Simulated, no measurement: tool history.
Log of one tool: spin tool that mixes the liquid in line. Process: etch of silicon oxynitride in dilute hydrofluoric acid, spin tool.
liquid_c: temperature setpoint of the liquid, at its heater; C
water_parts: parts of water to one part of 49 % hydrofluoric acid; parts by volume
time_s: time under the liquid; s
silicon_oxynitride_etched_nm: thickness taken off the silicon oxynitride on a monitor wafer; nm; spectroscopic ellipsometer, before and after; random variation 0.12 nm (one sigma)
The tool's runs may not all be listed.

run	day	liquid_c	water_parts	time_s	silicon_oxynitride_etched_nm
1	0	23	100	320	7.9339
2	0.079	23	80	320	10
3	0.438	24	80	320	10.619
4	0.708	25	80	320	11.108
5	0.954	25	100	320	8.7264
6	1.188	26.5	100	320	9.3864
7	1.504	27.5	100	320	9.8823
8	1.562	27.5	100	320	9.7702
9	1.804	28.5	95	320	10.943
10	1.829	29	95	320	11.266
11	2.154	29.5	95	320	11.374
12	2.296	30	95	320	11.756

The next listed run, before its measurement:
13	2.471	30.5	95	320	?

{"run 13": {"silicon_oxynitride_etched_nm": 11.873}}

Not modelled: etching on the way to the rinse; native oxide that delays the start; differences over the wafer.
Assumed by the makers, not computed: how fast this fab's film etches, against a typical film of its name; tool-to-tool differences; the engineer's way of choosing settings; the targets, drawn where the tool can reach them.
